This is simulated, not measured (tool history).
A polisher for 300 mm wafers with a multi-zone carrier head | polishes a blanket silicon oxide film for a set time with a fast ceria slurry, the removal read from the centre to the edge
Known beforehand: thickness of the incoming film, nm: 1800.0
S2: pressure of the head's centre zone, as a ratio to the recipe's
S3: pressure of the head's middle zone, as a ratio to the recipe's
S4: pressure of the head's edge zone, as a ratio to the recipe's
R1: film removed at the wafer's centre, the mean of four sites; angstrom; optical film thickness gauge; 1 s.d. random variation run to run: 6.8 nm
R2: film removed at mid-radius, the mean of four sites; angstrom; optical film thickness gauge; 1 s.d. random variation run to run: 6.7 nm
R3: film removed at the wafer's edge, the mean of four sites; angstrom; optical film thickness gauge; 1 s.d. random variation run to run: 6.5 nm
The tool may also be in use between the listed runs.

{"run": 1, "day": 0.0, "flow of slurry (ml/min)": 255, "S2": 1, "S3": 1, "S4": 1, "polishing time (s)": 31, "R1": 6631.5, "R2": 6277.9, "R3": 6648.1}
{"run": 2, "day": 0.308, "flow of slurry (ml/min)": 255, "S2": 1, "S3": 1, "S4": 1, "polishing time (s)": 36, "R1": 7547.5, "R2": 7273.5, "R3": 7548}
{"run": 3, "day": 0.421, "flow of slurry (ml/min)": 255, "S2": 1, "S3": 1, "S4": 1, "polishing time (s)": 32, "R1": 6757.6, "R2": 6434.3, "R3": 6721.1}
{"run": 4, "day": 0.512, "flow of slurry (ml/min)": 260, "S2": 1.01, "S3": 1.02, "S4": 1, "polishing time (s)": 32, "R1": 7034.3, "R2": 6584.9, "R3": 6757}
{"run": 5, "day": 0.588, "flow of slurry (ml/min)": 260, "S2": 1.06, "S3": 1.02, "S4": 1, "polishing time (s)": 32, "R1": 7343.9, "R2": 6591.8, "R3": 6608.5}
{"run": 6, "day": 0.804, "flow of slurry (ml/min)": 260, "S2": 1.01, "S3": 1.02, "S4": 1, "polishing time (s)": 32, "R1": 6888.6, "R2": 6666.7, "R3": 6601.1}
{"run": 7, "day": 0.967, "flow of slurry (ml/min)": 265, "S2": 1.02, "S3": 1.03, "S4": 1.01, "polishing time (s)": 32, "R1": 7027.6, "R2": 6595.9, "R3": 6796.1}

For run 8, what comes out?
{"run": 8, "day": 1.308, "flow of slurry (ml/min)": 270, "S2": 1.02, "S3": 1.05, "S4": 1.01, "polishing time (s)": 32, "R1": "?", "R2": "?", "R3": "?"}

Run 8 measured R1 6961.3 angstrom, R2 6750.6 angstrom, R3 6822.8 angstrom.
